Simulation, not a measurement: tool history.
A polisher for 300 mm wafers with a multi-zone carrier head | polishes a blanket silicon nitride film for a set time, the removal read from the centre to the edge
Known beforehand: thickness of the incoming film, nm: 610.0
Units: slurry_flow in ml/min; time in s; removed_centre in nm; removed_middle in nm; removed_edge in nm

{"run": 1, "hour": 0.0, "slurry_flow": 270, "centre_zone": 1, "middle_zone": 1, "edge_zone": 1, "time": 72, "removed_centre": 114.88, "removed_middle": 114.75, "removed_edge": 113.66}
{"run": 2, "hour": 3.2, "slurry_flow": 270, "centre_zone": 1, "middle_zone": 1, "edge_zone": 0.97, "time": 71, "removed_centre": 110.35, "removed_middle": 110.84, "removed_edge": 111.01}
{"run": 3, "hour": 6.7, "slurry_flow": 270, "centre_zone": 1.02, "middle_zone": 1.02, "edge_zone": 0.95, "time": 69, "removed_centre": 114.46, "removed_middle": 108.19, "removed_edge": 108.45}
{"run": 4, "hour": 13.5, "slurry_flow": 270, "centre_zone": 1.02, "middle_zone": 1.06, "edge_zone": 0.95, "time": 69, "removed_centre": 113.99, "removed_middle": 112.71, "removed_edge": 107.96}
{"run": 5, "hour": 20.1, "slurry_flow": 270, "centre_zone": 1.02, "middle_zone": 1.07, "edge_zone": 0.93, "time": 68, "removed_centre": 113.86, "removed_middle": 109.93, "removed_edge": 101.46}
{"run": 6, "hour": 23.0, "slurry_flow": 265, "centre_zone": 1.01, "middle_zone": 1.06, "edge_zone": 0.92, "time": 68, "removed_centre": 109.67, "removed_middle": 112.61, "removed_edge": 104.67}
{"run": 7, "hour": 28.0, "slurry_flow": 265, "centre_zone": 1.02, "middle_zone": 1.06, "edge_zone": 0.92, "time": 67, "removed_centre": 111.42, "removed_middle": 110.26, "removed_edge": 103.39}

Run 8 is up next; what results do you expect?
{"run": 8, "hour": 32.7, "slurry_flow": 265, "centre_zone": 1.02, "middle_zone": 1.06, "edge_zone": 0.92, "time": 66, "removed_centre": "?", "removed_middle": "?", "removed_edge": "?"}

{"run 8": {"removed_centre": 109.15, "removed_middle": 107, "removed_edge": 98.761}}
